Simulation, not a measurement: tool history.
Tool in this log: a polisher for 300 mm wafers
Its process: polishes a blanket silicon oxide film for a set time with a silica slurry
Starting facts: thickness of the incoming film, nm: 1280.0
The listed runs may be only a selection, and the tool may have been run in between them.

run,day,flow of slurry (ml/min),pressure of the wafer on the pad (psi),speed of the pad under the wafer (cm/s),abrasive content of the slurry,polishing time (s),film removed (angstrom)
1,0,295,5.6,126,1,48,2336.2
2,0.071,295,5.6,156,1,48,2557.1
3,0.292,295,5.1,156,1,48,2384.4
4,0.446,330,5.1,156,1,48,2386.2
5,0.488,330,4.5,156,1,48,2163.3
6,0.646,330,4.5,156,1,51,2306.4
7,0.942,330,4.1,156,1,51,2134.6
8,1.05,330,3.8,156,1,51,1934.5
9,1.321,320,3.7,156,1,51,1923.5
10,1.417,315,3.6,156,1,51,1885.6
11,1.475,315,3,156,1,51,1579.7
12,1.604,330,3,156,1,51,1587.7
13,1.746,330,3.5,156,1,51,1824.3
14,1.908,325,3.5,156,1,51,1808.7

Run 15, settings as shown, results not yet in. Your forecast:
15,2.267,320,3.5,156,1,51,?

{"run 15": {"film removed (angstrom)": 1847.1}}

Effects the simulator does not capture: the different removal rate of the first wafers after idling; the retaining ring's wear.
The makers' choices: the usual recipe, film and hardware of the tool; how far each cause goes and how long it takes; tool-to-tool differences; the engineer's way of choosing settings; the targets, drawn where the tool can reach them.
